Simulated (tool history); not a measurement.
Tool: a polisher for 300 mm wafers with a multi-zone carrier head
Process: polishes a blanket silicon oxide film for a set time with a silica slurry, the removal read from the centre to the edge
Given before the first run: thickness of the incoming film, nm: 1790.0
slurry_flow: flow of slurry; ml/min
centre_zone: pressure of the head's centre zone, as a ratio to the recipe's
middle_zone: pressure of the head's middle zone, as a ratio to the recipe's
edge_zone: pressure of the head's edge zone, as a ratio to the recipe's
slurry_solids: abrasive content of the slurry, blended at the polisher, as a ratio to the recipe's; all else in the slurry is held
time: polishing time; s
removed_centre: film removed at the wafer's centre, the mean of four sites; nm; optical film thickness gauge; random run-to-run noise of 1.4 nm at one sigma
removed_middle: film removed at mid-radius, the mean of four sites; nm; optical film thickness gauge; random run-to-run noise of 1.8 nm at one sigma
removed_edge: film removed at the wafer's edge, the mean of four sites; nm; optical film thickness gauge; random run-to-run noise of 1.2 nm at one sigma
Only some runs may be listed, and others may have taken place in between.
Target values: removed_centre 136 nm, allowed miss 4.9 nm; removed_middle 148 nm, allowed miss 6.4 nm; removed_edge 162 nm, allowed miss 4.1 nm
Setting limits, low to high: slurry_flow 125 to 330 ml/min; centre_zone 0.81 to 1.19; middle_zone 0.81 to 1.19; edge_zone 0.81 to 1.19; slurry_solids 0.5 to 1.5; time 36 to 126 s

run  hour  slurry_flow  centre_zone  middle_zone  edge_zone  slurry_solids  time  removed_centre  removed_middle  removed_edge
  1     0          210            1            1          1              1    81          217.95          215.15        221.13
  2   2.7          210            1            1          1              1    63          171.43          167.33        171.62
  3   3.5          210         1.07            1          1              1    63          179.09          169.45         172.3
  4   8.8          210         1.07            1       1.07              1    63          179.34           167.9        177.78
  5  11.4          195            1            1       1.07           0.95    63          163.46          162.91        169.73
  6  19.4          180         0.95         0.98       1.09           0.95    63          153.94          160.21        173.37
  7  21.3          170         0.93         0.97       1.08            0.9    63          146.28          151.84        166.23
  8  27.4          160         0.92         0.97       1.08            0.9    63          138.86          152.54         165.4
  9  36.3          155         0.92         0.96       1.07            0.9    63          143.17          154.21         163.3

Pick the move, out of 4, that brings all results within their allowed miss; only one does.
  A  45.2          205         0.94         0.92       1.01            1.1    56               ?               ?             ?
  B  45.2          205         0.93         0.89       0.99            0.9    63               ?               ?             ?
  C  45.2          125         0.91         0.96       1.06            0.9    64               ?               ?             ?
  D  45.2          180         0.98         0.93       1.04           0.85    65               ?               ?             ?

move  removed_centre  removed_middle  removed_edge
   A          145.39          145.01        159.82
   B          147.38          145.41        162.26
   C          136.96          146.23        162.93
   D          153.31          147.87        164.77
A: further off than the last run
B: further off than the last run
C: all results in spec
D: further off than the last run
The move that meets every target is C.
